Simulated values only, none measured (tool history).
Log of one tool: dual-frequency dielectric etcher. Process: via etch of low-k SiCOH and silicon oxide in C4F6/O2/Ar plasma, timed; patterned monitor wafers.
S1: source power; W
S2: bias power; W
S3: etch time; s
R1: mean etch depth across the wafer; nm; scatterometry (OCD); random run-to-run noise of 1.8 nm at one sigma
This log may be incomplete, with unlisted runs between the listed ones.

| run | day | S1 | S2 | S3 | R1 |
|---|---|---|---|---|---|
| 1 | 0.000 | 350 | 195 | 131.0 | 340.86 |
| 2 | 0.304 | 320 | 195 | 131.0 | 330.75 |
| 3 | 0.354 | 310 | 194 | 131.0 | 327.21 |
| 4 | 0.717 | 310 | 194 | 136.5 | 337.72 |
| 5 | 0.875 | 310 | 210 | 136.5 | 351.03 |
| 6 | 1.221 | 300 | 208 | 136.5 | 345.03 |

Predict the results of run 7:
| 7 | 1.329 | 290 | 206 | 136.5 | ? |

{"run 7": {"R1": 336.48}}

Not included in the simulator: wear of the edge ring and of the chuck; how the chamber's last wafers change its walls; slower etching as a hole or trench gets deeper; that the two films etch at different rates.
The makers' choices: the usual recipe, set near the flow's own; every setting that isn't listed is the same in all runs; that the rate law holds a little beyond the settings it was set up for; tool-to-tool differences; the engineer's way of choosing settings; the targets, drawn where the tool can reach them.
